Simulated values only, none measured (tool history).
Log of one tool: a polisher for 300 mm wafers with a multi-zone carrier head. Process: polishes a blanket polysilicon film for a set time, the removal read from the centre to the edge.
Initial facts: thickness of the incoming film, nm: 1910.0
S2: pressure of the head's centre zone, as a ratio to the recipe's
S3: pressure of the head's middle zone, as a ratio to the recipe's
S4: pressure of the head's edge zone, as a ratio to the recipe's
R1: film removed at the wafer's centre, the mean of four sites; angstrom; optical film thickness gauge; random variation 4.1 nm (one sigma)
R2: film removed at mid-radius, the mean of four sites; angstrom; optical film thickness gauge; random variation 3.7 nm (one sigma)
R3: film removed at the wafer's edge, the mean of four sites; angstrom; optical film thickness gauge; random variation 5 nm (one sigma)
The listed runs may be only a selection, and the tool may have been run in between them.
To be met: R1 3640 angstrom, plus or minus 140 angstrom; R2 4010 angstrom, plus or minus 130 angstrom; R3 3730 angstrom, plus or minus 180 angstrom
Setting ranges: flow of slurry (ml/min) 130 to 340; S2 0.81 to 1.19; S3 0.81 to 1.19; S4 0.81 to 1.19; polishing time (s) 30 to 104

{"run": 1, "hour": 0.0, "flow of slurry (ml/min)": 220, "S2": 1, "S3": 1, "S4": 1, "polishing time (s)": 67, "R1": 7730.3, "R2": 7982, "R3": 7857.6}
{"run": 2, "hour": 1.9, "flow of slurry (ml/min)": 220, "S2": 1, "S3": 1, "S4": 0.96, "polishing time (s)": 67, "R1": 7866.3, "R2": 7972.1, "R3": 7651.5}
{"run": 3, "hour": 10.0, "flow of slurry (ml/min)": 200, "S2": 0.96, "S3": 0.98, "S4": 0.93, "polishing time (s)": 58, "R1": 6473.4, "R2": 6749.5, "R3": 6469.9}
{"run": 4, "hour": 13.7, "flow of slurry (ml/min)": 185, "S2": 0.93, "S3": 0.97, "S4": 0.9, "polishing time (s)": 51, "R1": 5382.9, "R2": 5758.9, "R3": 5539.6}
{"run": 5, "hour": 18.7, "flow of slurry (ml/min)": 210, "S2": 0.93, "S3": 0.97, "S4": 0.9, "polishing time (s)": 51, "R1": 5542.1, "R2": 5785.3, "R3": 5771.5}
{"run": 6, "hour": 21.4, "flow of slurry (ml/min)": 195, "S2": 0.92, "S3": 0.97, "S4": 0.88, "polishing time (s)": 46, "R1": 4795, "R2": 5216, "R3": 4943.2}
{"run": 7, "hour": 28.7, "flow of slurry (ml/min)": 190, "S2": 0.91, "S3": 0.96, "S4": 0.86, "polishing time (s)": 43, "R1": 4475.2, "R2": 4808.5, "R3": 4706.5}
{"run": 8, "hour": 34.2, "flow of slurry (ml/min)": 190, "S2": 0.91, "S3": 0.96, "S4": 0.86, "polishing time (s)": 43, "R1": 4432.3, "R2": 4857.7, "R3": 4532.3}
{"run": 9, "hour": 42.1, "flow of slurry (ml/min)": 185, "S2": 0.89, "S3": 0.94, "S4": 0.82, "polishing time (s)": 30, "R1": 2949.8, "R2": 3264, "R3": 3173.3}
{"run": 10, "hour": 46.9, "flow of slurry (ml/min)": 195, "S2": 0.91, "S3": 0.96, "S4": 0.84, "polishing time (s)": 30, "R1": 3091.7, "R2": 3394.8, "R3": 3235.2}

Which single option among these 5 for the next run brings every result within its allowed miss of target? Just one does.
{"run": "A", "hour": 51.7, "flow of slurry (ml/min)": 155, "S2": 0.91, "S3": 0.96, "S4": 0.81, "polishing time (s)": 37, "R1": "?", "R2": "?", "R3": "?"}
{"run": "B", "hour": 51.7, "flow of slurry (ml/min)": 145, "S2": 0.82, "S3": 0.9, "S4": 1, "polishing time (s)": 37, "R1": "?", "R2": "?", "R3": "?"}
{"run": "C", "hour": 51.7, "flow of slurry (ml/min)": 225, "S2": 0.88, "S3": 0.92, "S4": 0.88, "polishing time (s)": 33, "R1": "?", "R2": "?", "R3": "?"}
{"run": "D", "hour": 51.7, "flow of slurry (ml/min)": 220, "S2": 0.89, "S3": 0.95, "S4": 1.06, "polishing time (s)": 35, "R1": "?", "R2": "?", "R3": "?"}
{"run": "E", "hour": 51.7, "flow of slurry (ml/min)": 220, "S2": 0.83, "S3": 0.88, "S4": 0.87, "polishing time (s)": 38, "R1": "?", "R2": "?", "R3": "?"}

move=A R1=3600.2 R2=3905.5 R3=3761.4
move=B R1=3183.7 R2=3644.6 R3=4078.1
move=C R1=3343.4 R2=3593.9 R3=3650.2
move=D R1=3574.5 R2=3901.4 R3=4196.4
move=E R1=3615.2 R2=3976.8 R3=4174.8
A: all results land within tolerance of their targets
B: closes in on the targets versus the last run, not all within tolerance yet
C: closes in on the targets versus the last run, not all within tolerance yet
D: gets the furthest-off result to its target, but another result is out of tolerance
E: gets the furthest-off result to its target, but another result is out of tolerance
The move that meets every target is A.
